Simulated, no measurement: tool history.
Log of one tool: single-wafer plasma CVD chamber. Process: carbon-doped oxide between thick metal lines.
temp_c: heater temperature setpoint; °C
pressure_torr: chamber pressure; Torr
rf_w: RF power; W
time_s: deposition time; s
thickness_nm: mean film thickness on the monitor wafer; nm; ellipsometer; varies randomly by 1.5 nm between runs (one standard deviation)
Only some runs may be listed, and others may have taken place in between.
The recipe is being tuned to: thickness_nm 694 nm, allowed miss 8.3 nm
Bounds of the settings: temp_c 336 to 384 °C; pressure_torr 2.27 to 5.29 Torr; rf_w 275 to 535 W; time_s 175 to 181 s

{"run": 1, "hour": 0.0, "temp_c": 360, "pressure_torr": 3.78, "rf_w": 405, "time_s": 175, "thickness_nm": 652.58}
{"run": 2, "hour": 1.6, "temp_c": 360, "pressure_torr": 3.78, "rf_w": 405, "time_s": 181, "thickness_nm": 674.3}
{"run": 3, "hour": 5.4, "temp_c": 359, "pressure_torr": 3.82, "rf_w": 405, "time_s": 181, "thickness_nm": 676.37}
{"run": 4, "hour": 6.8, "temp_c": 359, "pressure_torr": 3.51, "rf_w": 405, "time_s": 181, "thickness_nm": 665.46}
{"run": 5, "hour": 13.3, "temp_c": 359, "pressure_torr": 3.51, "rf_w": 355, "time_s": 181, "thickness_nm": 607.51}
{"run": 6, "hour": 19.2, "temp_c": 359, "pressure_torr": 3.51, "rf_w": 355, "time_s": 181, "thickness_nm": 610.99}
{"run": 7, "hour": 22.1, "temp_c": 357, "pressure_torr": 3.8, "rf_w": 360, "time_s": 181, "thickness_nm": 626.66}
{"run": 8, "hour": 29.1, "temp_c": 357, "pressure_torr": 3.8, "rf_w": 360, "time_s": 181, "thickness_nm": 626.01}
{"run": 9, "hour": 35.4, "temp_c": 355, "pressure_torr": 4.02, "rf_w": 360, "time_s": 181, "thickness_nm": 641.1}

4 candidate next runs follow, results not yet known. Just one meets every target within its allowed miss. Identify it.
{"run": "A", "hour": 41.7, "temp_c": 361, "pressure_torr": 4.4, "rf_w": 425, "time_s": 179, "thickness_nm": "?"}
{"run": "B", "hour": 41.7, "temp_c": 358, "pressure_torr": 3.83, "rf_w": 340, "time_s": 175, "thickness_nm": "?"}
{"run": "C", "hour": 41.7, "temp_c": 352, "pressure_torr": 4.52, "rf_w": 400, "time_s": 181, "thickness_nm": "?"}
{"run": "D", "hour": 41.7, "temp_c": 351, "pressure_torr": 4.03, "rf_w": 405, "time_s": 180, "thickness_nm": "?"}

move=A thickness_nm=705.7
move=B thickness_nm=581.57
move=C thickness_nm=706.32
move=D thickness_nm=694.08
A: carries the result that was furthest off beyond its target, to the other side
B: the biggest miss grows against the last run
C: carries the result that was furthest off beyond its target, to the other side
D: in spec on every target
So the answer is move D, the one that meets all the targets.
